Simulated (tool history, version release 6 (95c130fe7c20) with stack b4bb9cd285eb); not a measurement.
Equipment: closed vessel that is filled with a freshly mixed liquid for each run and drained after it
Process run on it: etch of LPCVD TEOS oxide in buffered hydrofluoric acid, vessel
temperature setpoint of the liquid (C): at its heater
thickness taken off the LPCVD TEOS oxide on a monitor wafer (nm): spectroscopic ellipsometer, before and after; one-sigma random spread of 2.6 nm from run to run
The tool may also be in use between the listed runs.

run	hour	temperature setpoint of the liquid (C)	parts of 40 % ammonium fluoride to one part of 49 % hydrofluoric acid (parts by volume)	time in the liquid (s)	thickness taken off the LPCVD TEOS oxide on a monitor wafer (nm)
1	0.0	23.0	14.5	105	352.08
2	0.9	20.5	14.5	105	303.24
3	8.9	22.5	14.5	105	339.32
4	12.4	24.0	14.0	105	382.09
# hour 19.3: hydrofluoric acid flow meter replaced
5	19.3	24.0	14.0	105	419.21
6	24.2	24.5	14.0	105	428.36
7	29.6	28.5	14.0	105	531.28
8	36.1	29.0	14.0	105	548.28

Run 9 is up next; what results do you expect?
9	36.7	29.5	14.0	105	?

thickness taken off the LPCVD TEOS oxide on a monitor wafer (nm): 559.81
